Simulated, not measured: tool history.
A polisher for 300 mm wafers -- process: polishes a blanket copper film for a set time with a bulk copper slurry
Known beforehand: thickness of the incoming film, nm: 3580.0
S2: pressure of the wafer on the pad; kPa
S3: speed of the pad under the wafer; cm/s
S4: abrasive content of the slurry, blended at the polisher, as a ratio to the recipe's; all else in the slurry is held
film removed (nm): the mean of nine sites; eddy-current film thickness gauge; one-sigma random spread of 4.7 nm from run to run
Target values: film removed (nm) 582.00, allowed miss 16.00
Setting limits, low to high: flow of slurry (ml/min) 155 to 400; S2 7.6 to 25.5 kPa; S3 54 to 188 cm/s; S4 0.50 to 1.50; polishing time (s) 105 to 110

run 1 day=0.000 | flow_of_slurry_(ml/min)=255 S2=16.5 S3=120 S4=1.00 polishing_time_(s)=105 | film_removed_(nm)=1059.40
run 2 day=0.346 | flow_of_slurry_(ml/min)=195 S2=16.5 S3=120 S4=1.00 polishing_time_(s)=105 | film_removed_(nm)=1032.30
run 3 day=0.700 | flow_of_slurry_(ml/min)=195 S2=16.5 S3=120 S4=0.80 polishing_time_(s)=105 | film_removed_(nm)=972.01
run 4 day=1.050 | flow_of_slurry_(ml/min)=195 S2=14.5 S3=120 S4=0.80 polishing_time_(s)=105 | film_removed_(nm)=852.78
run 5 day=1.117 | flow_of_slurry_(ml/min)=195 S2=13.1 S3=120 S4=0.80 polishing_time_(s)=105 | film_removed_(nm)=779.13
run 6 day=1.450 | flow_of_slurry_(ml/min)=245 S2=13.1 S3=120 S4=0.80 polishing_time_(s)=105 | film_removed_(nm)=802.58
run 7 day=1.800 | flow_of_slurry_(ml/min)=240 S2=11.7 S3=120 S4=0.80 polishing_time_(s)=105 | film_removed_(nm)=713.24
run 8 day=1.979 | flow_of_slurry_(ml/min)=210 S2=9.0 S3=120 S4=0.80 polishing_time_(s)=105 | film_removed_(nm)=540.70
run 9 day=2.050 | flow_of_slurry_(ml/min)=220 S2=9.0 S3=120 S4=0.80 polishing_time_(s)=105 | film_removed_(nm)=545.74

Which of these 4 next moves meets every target?
run A day=2.121 | flow_of_slurry_(ml/min)=165 S2=8.3 S3=130 S4=0.95 polishing_time_(s)=105 | film_removed_(nm)=?
run B day=2.121 | flow_of_slurry_(ml/min)=225 S2=9.7 S3=116 S4=0.70 polishing_time_(s)=105 | film_removed_(nm)=?
run C day=2.121 | flow_of_slurry_(ml/min)=250 S2=9.0 S3=114 S4=0.80 polishing_time_(s)=105 | film_removed_(nm)=?
run D day=2.121 | flow_of_slurry_(ml/min)=185 S2=11.0 S3=108 S4=0.65 polishing_time_(s)=105 | film_removed_(nm)=?

move=A film_removed_(nm)=534.71
move=B film_removed_(nm)=561.18
move=C film_removed_(nm)=538.00
move=D film_removed_(nm)=579.08
A: misses by more than the last run did
B: moves toward the targets from the last run without getting all of them in spec
C: misses by more than the last run did
D: all results land within tolerance of their targets
The right move is D.

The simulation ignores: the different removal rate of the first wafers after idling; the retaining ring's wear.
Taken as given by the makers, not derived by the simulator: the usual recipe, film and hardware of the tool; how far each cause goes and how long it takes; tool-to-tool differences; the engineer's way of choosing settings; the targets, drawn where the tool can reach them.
